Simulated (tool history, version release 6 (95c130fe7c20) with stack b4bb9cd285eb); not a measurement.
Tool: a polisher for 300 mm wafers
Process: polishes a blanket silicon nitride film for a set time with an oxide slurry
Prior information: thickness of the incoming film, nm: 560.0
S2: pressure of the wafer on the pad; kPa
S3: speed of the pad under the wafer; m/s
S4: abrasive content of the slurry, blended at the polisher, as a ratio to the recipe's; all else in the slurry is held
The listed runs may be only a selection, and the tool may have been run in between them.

Run 1, day 0.000: flow of slurry (ml/min) 295, S2 22.1 kPa, S3 1.32 m/s, S4 1.00, polishing time (s) 113. Result: film removed (nm) 71.383.
Run 2, day 0.325: flow of slurry (ml/min) 295, S2 22.1 kPa, S3 1.32 m/s, S4 1.00, polishing time (s) 119. Result: film removed (nm) 72.565.
Run 3, day 0.462: flow of slurry (ml/min) 295, S2 20.7 kPa, S3 1.28 m/s, S4 1.00, polishing time (s) 119. Result: film removed (nm) 68.241.
Run 4, day 0.617: flow of slurry (ml/min) 295, S2 19.3 kPa, S3 1.22 m/s, S4 1.00, polishing time (s) 119. Result: film removed (nm) 62.384.
Run 5, day 0.775: flow of slurry (ml/min) 295, S2 19.3 kPa, S3 1.22 m/s, S4 1.15, polishing time (s) 119. Result: film removed (nm) 65.090.
Run 6, day 1.096: flow of slurry (ml/min) 295, S2 17.9 kPa, S3 1.16 m/s, S4 1.15, polishing time (s) 119. Result: film removed (nm) 59.882.
Run 7, day 1.392: flow of slurry (ml/min) 295, S2 17.2 kPa, S3 1.10 m/s, S4 1.15, polishing time (s) 119. Result: film removed (nm) 55.567.
Run 8, day 1.650: flow of slurry (ml/min) 295, S2 16.5 kPa, S3 1.06 m/s, S4 1.15, polishing time (s) 119. Result: film removed (nm) 53.924.
Run 9, day 1.904: flow of slurry (ml/min) 295, S2 15.9 kPa, S3 1.02 m/s, S4 1.15, polishing time (s) 119. Result: film removed (nm) 50.273.
Run 10, day 2.083: flow of slurry (ml/min) 295, S2 15.9 kPa, S3 1.02 m/s, S4 1.15, polishing time (s) 119. Result: film removed (nm) 50.476.
Run 11, day 2.296: flow of slurry (ml/min) 295, S2 15.2 kPa, S3 0.98 m/s, S4 1.15, polishing time (s) 119. Result: film removed (nm) 47.154.
Run 12, day 2.442: flow of slurry (ml/min) 295, S2 14.5 kPa, S3 0.96 m/s, S4 1.15, polishing time (s) 119. Result: film removed (nm) 44.958.
Run 13, day 2.675: flow of slurry (ml/min) 295, S2 13.8 kPa, S3 0.94 m/s, S4 1.15, polishing time (s) 119. Result: film removed (nm) 42.689.
Run 14, day 2.871: flow of slurry (ml/min) 295, S2 13.1 kPa, S3 0.92 m/s, S4 1.15, polishing time (s) 119. Result: film removed (nm) 40.169.

Run 15 has not been measured yet. What should we expect?
Run 15, day 3.054: flow of slurry (ml/min) 290, S2 9.7 kPa, S3 0.78 m/s, S4 1.15, polishing time (s) 119. Result: film removed (nm) ?.

Run 15 came out at film removed (nm) 28.367.
